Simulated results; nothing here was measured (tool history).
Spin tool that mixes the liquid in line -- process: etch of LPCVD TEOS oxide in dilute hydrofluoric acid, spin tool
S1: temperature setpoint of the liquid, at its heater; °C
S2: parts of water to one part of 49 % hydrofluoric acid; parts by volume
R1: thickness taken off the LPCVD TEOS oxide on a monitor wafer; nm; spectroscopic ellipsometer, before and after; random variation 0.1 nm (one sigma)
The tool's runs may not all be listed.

Run 1, hour 0: S1 20 °C, S2 285 parts by volume, time under the liquid (s) 270. Result: R1 16.638 nm.
Run 2, hour 4: S1 18 °C, S2 285 parts by volume, time under the liquid (s) 270. Result: R1 15.425 nm.
Run 3, hour 5.7: S1 19.5 °C, S2 285 parts by volume, time under the liquid (s) 270. Result: R1 16.244 nm.
Run 4, hour 7.3: S1 22.5 °C, S2 285 parts by volume, time under the liquid (s) 270. Result: R1 17.933 nm.
Run 5, hour 16.1: S1 22.5 °C, S2 285 parts by volume, time under the liquid (s) 270. Result: R1 18.193 nm.
Run 6, hour 18.1: S1 22.5 °C, S2 245 parts by volume, time under the liquid (s) 270. Result: R1 21.903 nm.

Expected results for the next run?
Run 7, hour 25.3: S1 21.5 °C, S2 265 parts by volume, time under the liquid (s) 270. Result: R1 ?.

Run 7 yielded R1 19.514 nm.
